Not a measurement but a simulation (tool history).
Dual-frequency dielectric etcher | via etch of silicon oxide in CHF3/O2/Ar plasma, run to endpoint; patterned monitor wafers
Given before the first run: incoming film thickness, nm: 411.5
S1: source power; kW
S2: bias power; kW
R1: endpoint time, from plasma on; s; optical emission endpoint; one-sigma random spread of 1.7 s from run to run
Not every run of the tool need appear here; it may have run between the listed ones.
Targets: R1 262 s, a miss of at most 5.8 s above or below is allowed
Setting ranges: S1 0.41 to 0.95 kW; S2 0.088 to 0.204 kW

run	hour	S1	S2	R1
1	0	0.68	0.146	205.83
2	6.6	0.68	0.137	208.41
3	13	0.8	0.137	199.13
4	21.2	0.7	0.125	213.5
5	23.2	0.63	0.116	227.68
6	25.9	0.58	0.112	237.02
7	29.9	0.55	0.11	244.96
8	36	0.55	0.11	244.37
9	42.9	0.53	0.109	247.18
10	50	0.53	0.109	244.18
11	58.1	0.41	0.102	274.89
12	62.9	0.42	0.103	271.96
13	65.4	0.43	0.103	267.47
14	68.1	0.43	0.103	268.98

Below are 4 possible settings for the next run. Only one of them brings all results inside the allowed miss of their targets. Which is it?
A	70.8	0.42	0.1	?
B	70.8	0.41	0.116	?
C	70.8	0.49	0.088	?
D	70.8	0.41	0.1	?

move	R1
A	275.18
B	261.58
C	276.12
D	277.09
A: its largest miss is bigger than the last run's
B: all results land within tolerance of their targets
C: its largest miss is bigger than the last run's
D: its largest miss is bigger than the last run's
So the answer is move B, the one that meets all the targets.
